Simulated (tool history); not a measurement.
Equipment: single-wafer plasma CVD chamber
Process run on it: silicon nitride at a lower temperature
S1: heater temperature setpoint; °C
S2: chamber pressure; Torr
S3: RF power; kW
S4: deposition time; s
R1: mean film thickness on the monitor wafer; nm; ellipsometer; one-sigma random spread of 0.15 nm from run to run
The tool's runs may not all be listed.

run 1 hour=0 | S1=335 S2=1.38 S3=0.35 S4=27.3 | R1=33.667
run 2 hour=3.2 | S1=335 S2=1.38 S3=0.35 S4=26 | R1=32.045
run 3 hour=10.7 | S1=335 S2=1.44 S3=0.36 S4=26 | R1=33.01
run 4 hour=16.5 | S1=335 S2=1.31 S3=0.36 S4=26 | R1=32.084
run 5 hour=24 | S1=335 S2=1.38 S3=0.37 S4=26 | R1=33.152
run 6 hour=31.8 | S1=335 S2=1.44 S3=0.375 S4=26 | R1=33.729

For run 7, what comes out?
run 7 hour=35.8 | S1=335 S2=1.5 S3=0.385 S4=26 | R1=?

{"run 7": {"R1": 34.592}}

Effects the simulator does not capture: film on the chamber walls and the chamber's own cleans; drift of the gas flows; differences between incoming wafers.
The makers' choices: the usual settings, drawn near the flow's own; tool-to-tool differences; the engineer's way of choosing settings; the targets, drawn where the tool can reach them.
